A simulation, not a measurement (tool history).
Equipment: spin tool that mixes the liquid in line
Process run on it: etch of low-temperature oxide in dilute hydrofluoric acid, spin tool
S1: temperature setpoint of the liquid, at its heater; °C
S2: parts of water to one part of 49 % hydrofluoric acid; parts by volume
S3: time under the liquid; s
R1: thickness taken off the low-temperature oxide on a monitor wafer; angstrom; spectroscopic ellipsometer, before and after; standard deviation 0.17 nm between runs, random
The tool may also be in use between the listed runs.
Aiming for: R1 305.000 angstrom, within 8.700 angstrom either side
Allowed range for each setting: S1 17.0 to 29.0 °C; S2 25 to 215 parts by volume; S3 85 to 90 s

Run 1, hour 0.0: S1 21.0 °C, S2 120 parts by volume, S3 85 s. Result: R1 85.342 angstrom.
Run 2, hour 6.7: S1 23.5 °C, S2 90 parts by volume, S3 85 s. Result: R1 130.300 angstrom.
Run 3, hour 9.9: S1 25.0 °C, S2 70 parts by volume, S3 85 s. Result: R1 180.870 angstrom.
Run 4, hour 12.0: S1 26.5 °C, S2 60 parts by volume, S3 85 s. Result: R1 228.020 angstrom.
Run 5, hour 19.6: S1 26.5 °C, S2 60 parts by volume, S3 85 s. Result: R1 227.740 angstrom.
Run 6, hour 23.2: S1 26.5 °C, S2 60 parts by volume, S3 90 s. Result: R1 240.230 angstrom.
Run 7, hour 25.3: S1 27.5 °C, S2 55 parts by volume, S3 90 s. Result: R1 276.470 angstrom.
Run 8, hour 31.6: S1 28.0 °C, S2 55 parts by volume, S3 90 s. Result: R1 283.230 angstrom.
Run 9, hour 35.1: S1 28.5 °C, S2 55 parts by volume, S3 90 s. Result: R1 284.770 angstrom.
Run 10, hour 38.2: S1 29.0 °C, S2 50 parts by volume, S3 90 s. Result: R1 321.220 angstrom.
Run 11, hour 46.2: S1 28.5 °C, S2 50 parts by volume, S3 90 s. Result: R1 318.210 angstrom.

Pick the move, out of 4, that brings all results within their allowed miss; only one does.
Run A, hour 54.2: S1 28.0 °C, S2 45 parts by volume, S3 85 s. Result: R1 ?.
Run B, hour 54.2: S1 29.0 °C, S2 50 parts by volume, S3 90 s. Result: R1 ?.
Run C, hour 54.2: S1 27.0 °C, S2 45 parts by volume, S3 90 s. Result: R1 ?.
Run D, hour 54.2: S1 24.5 °C, S2 45 parts by volume, S3 90 s. Result: R1 ?.

move       R1
   A  330.980
   B  325.780
   C  336.640
   D  304.030
A: further off than the last run
B: further off than the last run
C: further off than the last run
D: in spec on every target
So the answer is move D, the one that meets all the targets.

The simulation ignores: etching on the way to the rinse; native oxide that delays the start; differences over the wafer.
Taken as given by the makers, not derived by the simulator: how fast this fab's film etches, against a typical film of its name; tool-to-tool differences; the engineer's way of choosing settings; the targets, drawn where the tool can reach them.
